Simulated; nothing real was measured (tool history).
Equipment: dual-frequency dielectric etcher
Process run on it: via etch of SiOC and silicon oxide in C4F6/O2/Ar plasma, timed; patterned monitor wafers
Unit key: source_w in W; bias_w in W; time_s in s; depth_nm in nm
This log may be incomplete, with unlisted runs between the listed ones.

run	hour	source_w	bias_w	time_s	depth_nm
1	0.0	300	144	35.0	29.093
2	5.8	290	143	35.0	28.586
3	14.0	290	143	35.0	28.432
4	23.0	280	142	35.0	28.008
5	24.8	270	140	35.0	27.690
# hour 32.1: bias power generator calibrated
6	32.1	270	159	35.0	28.513
7	32.8	260	158	35.0	28.017
8	33.6	260	157	35.0	27.991

Run 9 comes next. What will it give?
9	35.7	260	156	35.0	?

{"run 9": {"depth_nm": 27.95}}

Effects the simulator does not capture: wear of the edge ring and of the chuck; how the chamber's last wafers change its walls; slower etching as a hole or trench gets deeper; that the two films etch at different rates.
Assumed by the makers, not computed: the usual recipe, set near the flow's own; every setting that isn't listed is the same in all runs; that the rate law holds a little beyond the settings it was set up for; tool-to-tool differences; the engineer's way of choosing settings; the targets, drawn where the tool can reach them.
